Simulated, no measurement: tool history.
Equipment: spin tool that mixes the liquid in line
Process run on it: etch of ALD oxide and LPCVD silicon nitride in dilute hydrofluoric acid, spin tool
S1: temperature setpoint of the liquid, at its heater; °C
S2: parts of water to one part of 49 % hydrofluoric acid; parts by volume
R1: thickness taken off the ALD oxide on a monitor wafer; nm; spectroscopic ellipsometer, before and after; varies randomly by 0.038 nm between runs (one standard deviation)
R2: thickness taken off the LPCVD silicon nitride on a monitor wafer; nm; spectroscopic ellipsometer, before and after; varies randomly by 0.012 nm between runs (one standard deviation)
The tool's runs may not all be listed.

Run 1, hour 0: S1 24 °C, S2 45 parts by volume, time under the liquid (s) 30. Result: R1 12.939 nm, R2 0.36499 nm.
Run 2, hour 5.6: S1 24 °C, S2 45 parts by volume, time under the liquid (s) 45. Result: R1 19.473 nm, R2 0.58083 nm.
Run 3, hour 9.3: S1 24 °C, S2 45 parts by volume, time under the liquid (s) 50. Result: R1 21.674 nm, R2 0.54301 nm.
Run 4, hour 11.8: S1 22 °C, S2 45 parts by volume, time under the liquid (s) 50. Result: R1 19.898 nm, R2 0.4712 nm.
Run 5, hour 15.5: S1 22 °C, S2 45 parts by volume, time under the liquid (s) 40. Result: R1 15.992 nm, R2 0.47394 nm.
Run 6, hour 18: S1 22 °C, S2 50 parts by volume, time under the liquid (s) 40. Result: R1 14.411 nm, R2 0.40226 nm.
At hour 20.6: hydrofluoric acid flow meter replaced.
Run 7, hour 20.6: S1 18 °C, S2 65 parts by volume, time under the liquid (s) 35. Result: R1 7.4242 nm, R2 0.18546 nm.

For run 8, what comes out?
Run 8, hour 25.7: S1 18 °C, S2 65 parts by volume, time under the liquid (s) 35. Result: R1 ?, R2 ?.

{"run 8": {"R1": 7.3953, "R2": 0.19424}}

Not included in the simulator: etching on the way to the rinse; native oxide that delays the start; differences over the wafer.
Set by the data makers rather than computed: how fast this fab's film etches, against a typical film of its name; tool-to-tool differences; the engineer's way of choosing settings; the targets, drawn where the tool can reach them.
